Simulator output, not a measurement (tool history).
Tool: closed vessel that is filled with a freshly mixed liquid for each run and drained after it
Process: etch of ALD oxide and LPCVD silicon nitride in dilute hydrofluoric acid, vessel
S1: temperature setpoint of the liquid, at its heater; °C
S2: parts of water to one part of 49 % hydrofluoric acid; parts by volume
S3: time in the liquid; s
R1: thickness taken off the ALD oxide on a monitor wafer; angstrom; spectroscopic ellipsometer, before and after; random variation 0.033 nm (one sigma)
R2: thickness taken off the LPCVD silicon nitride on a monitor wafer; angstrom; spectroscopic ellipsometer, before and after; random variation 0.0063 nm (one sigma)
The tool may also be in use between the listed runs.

run,day,S1,S2,S3,R1,R2
1,0.000,20.0,45,60,218.160,5.2565
2,0.121,19.0,55,55,154.980,3.9558
3,0.342,18.5,60,50,126.360,3.1083
4,0.417,21.0,60,50,139.680,3.5757
5,0.796,19.0,60,50,129.570,2.8815
# day 0.979: thermometer replaced
6,0.979,19.5,65,45,116.510,2.9172

Run 7 comes next. What will it give?
7,1.042,19.0,70,40,?,?

Run 7 gave R1 93.795 angstrom, R2 2.3542 angstrom.
